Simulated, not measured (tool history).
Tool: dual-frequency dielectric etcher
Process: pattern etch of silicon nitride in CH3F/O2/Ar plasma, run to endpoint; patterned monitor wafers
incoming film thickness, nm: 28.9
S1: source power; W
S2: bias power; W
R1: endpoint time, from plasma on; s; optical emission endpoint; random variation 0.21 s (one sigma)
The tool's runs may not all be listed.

run 1 hour=0 | S1=360 S2=63 | R1=45.109
run 2 hour=3.3 | S1=330 S2=61 | R1=46.911
run 3 hour=11.7 | S1=330 S2=65 | R1=45.774
run 4 hour=16.4 | S1=330 S2=61 | R1=46.541
run 5 hour=24 | S1=380 S2=61 | R1=44.583
run 6 hour=31.9 | S1=380 S2=53 | R1=46.576
run 7 hour=33.6 | S1=360 S2=51 | R1=48.008
run 8 hour=37.1 | S1=340 S2=50 | R1=49.271

Run 9 comes next. What will it give?
run 9 hour=43.3 | S1=330 S2=49 | R1=?

R1: 49.915 s

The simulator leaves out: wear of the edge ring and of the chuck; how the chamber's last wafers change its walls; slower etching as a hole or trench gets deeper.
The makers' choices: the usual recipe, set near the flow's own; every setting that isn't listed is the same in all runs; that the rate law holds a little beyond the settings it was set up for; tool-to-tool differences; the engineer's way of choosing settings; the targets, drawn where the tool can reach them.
